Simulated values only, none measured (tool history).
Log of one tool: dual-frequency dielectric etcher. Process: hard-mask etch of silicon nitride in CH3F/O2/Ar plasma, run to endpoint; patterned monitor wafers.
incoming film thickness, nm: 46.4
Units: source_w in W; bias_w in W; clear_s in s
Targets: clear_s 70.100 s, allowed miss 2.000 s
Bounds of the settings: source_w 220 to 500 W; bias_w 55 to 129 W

{"run": 1, "day": 0.0, "source_w": 360, "bias_w": 92, "clear_s": 61.389}
{"run": 2, "day": 0.354, "source_w": 360, "bias_w": 109, "clear_s": 57.689}
{"run": 3, "day": 0.471, "source_w": 360, "bias_w": 122, "clear_s": 55.513}
{"run": 4, "day": 0.562, "source_w": 390, "bias_w": 122, "clear_s": 53.806}
{"run": 5, "day": 0.917, "source_w": 450, "bias_w": 122, "clear_s": 51.41}
{"run": 6, "day": 1.258, "source_w": 400, "bias_w": 110, "clear_s": 55.747}
{"run": 7, "day": 1.446, "source_w": 360, "bias_w": 102, "clear_s": 58.865}
{"run": 8, "day": 1.508, "source_w": 330, "bias_w": 95, "clear_s": 62.214}
{"run": 9, "day": 1.542, "source_w": 310, "bias_w": 91, "clear_s": 64.309}
{"run": 10, "day": 1.792, "source_w": 290, "bias_w": 89, "clear_s": 66.41}
{"run": 11, "day": 2.042, "source_w": 280, "bias_w": 88, "clear_s": 67.23}

Which of these 4 next moves meets every target?
{"run": "A", "day": 2.292, "source_w": 320, "bias_w": 70, "clear_s": "?"}
{"run": "B", "day": 2.292, "source_w": 390, "bias_w": 69, "clear_s": "?"}
{"run": "C", "day": 2.292, "source_w": 350, "bias_w": 77, "clear_s": "?"}
{"run": "D", "day": 2.292, "source_w": 240, "bias_w": 75, "clear_s": "?"}

move=A clear_s=69.932
move=B clear_s=65.746
move=C clear_s=65.777
move=D clear_s=74.992
A: meets every target
B: further off than the last run
C: further off than the last run
D: takes the result that was furthest off past its target
Answer: A

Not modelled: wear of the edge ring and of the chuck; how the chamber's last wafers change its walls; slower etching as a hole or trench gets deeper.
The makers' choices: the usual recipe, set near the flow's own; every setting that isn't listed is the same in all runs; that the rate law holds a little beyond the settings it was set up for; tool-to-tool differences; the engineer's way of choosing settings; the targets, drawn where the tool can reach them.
